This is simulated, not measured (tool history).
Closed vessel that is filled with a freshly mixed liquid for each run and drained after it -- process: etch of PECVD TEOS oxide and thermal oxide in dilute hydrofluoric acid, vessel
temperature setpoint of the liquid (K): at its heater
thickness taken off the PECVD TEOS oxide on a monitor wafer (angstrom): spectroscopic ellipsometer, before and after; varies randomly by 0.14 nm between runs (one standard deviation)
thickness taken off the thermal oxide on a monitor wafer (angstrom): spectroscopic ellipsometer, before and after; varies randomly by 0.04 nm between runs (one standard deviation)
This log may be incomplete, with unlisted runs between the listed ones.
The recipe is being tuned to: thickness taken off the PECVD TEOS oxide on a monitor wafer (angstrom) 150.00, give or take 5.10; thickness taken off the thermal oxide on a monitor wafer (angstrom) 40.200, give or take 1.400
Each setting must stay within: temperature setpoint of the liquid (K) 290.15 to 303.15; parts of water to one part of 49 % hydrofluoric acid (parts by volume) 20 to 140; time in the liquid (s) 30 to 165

| run | hour | temperature setpoint of the liquid (K) | parts of water to one part of 49 % hydrofluoric acid (parts by volume) | time in the liquid (s) | thickness taken off the PECVD TEOS oxide on a monitor wafer (angstrom) | thickness taken off the thermal oxide on a monitor wafer (angstrom) |
|---|---|---|---|---|---|---|
| 1 | 0.0 | 295.15 | 75 | 85 | 210.61 | 55.566 |
| 2 | 6.4 | 293.65 | 80 | 85 | 188.26 | 49.215 |
| 3 | 8.5 | 293.65 | 70 | 85 | 213.31 | 57.157 |
| 4 | 11.0 | 291.65 | 70 | 85 | 196.93 | 52.671 |
| 5 | 16.7 | 291.65 | 60 | 85 | 228.25 | 60.762 |
| 6 | 22.6 | 291.15 | 70 | 85 | 191.07 | 52.388 |
| 7 | 31.4 | 291.65 | 75 | 85 | 180.65 | 48.622 |
| 8 | 33.5 | 291.15 | 80 | 85 | 164.03 | 43.861 |
| 9 | 35.6 | 291.15 | 80 | 85 | 166.74 | 43.953 |

Consider the 5 candidate settings below. Which is the only one whose results all fall within their allowed miss of target?
| A | 37.7 | 294.15 | 60 | 45 | ? | ? |
| B | 37.7 | 292.15 | 115 | 100 | ? | ? |
| C | 37.7 | 291.65 | 65 | 75 | ? | ? |
| D | 37.7 | 293.15 | 125 | 115 | ? | ? |
| E | 37.7 | 295.15 | 70 | 60 | ? | ? |

| move | thickness taken off the PECVD TEOS oxide on a monitor wafer (angstrom) | thickness taken off the thermal oxide on a monitor wafer (angstrom) |
|---|---|---|
| A | 134.20 | 36.270 |
| B | 135.16 | 36.527 |
| C | 184.74 | 49.927 |
| D | 147.51 | 39.867 |
| E | 158.15 | 42.741 |
A: carries the result that was furthest off beyond its target, to the other side
B: carries the result that was furthest off beyond its target, to the other side
C: lands further from the targets than the last run did
D: in spec on every target
E: closer than the last run, but not yet in spec
Go with D: it meets all targets.
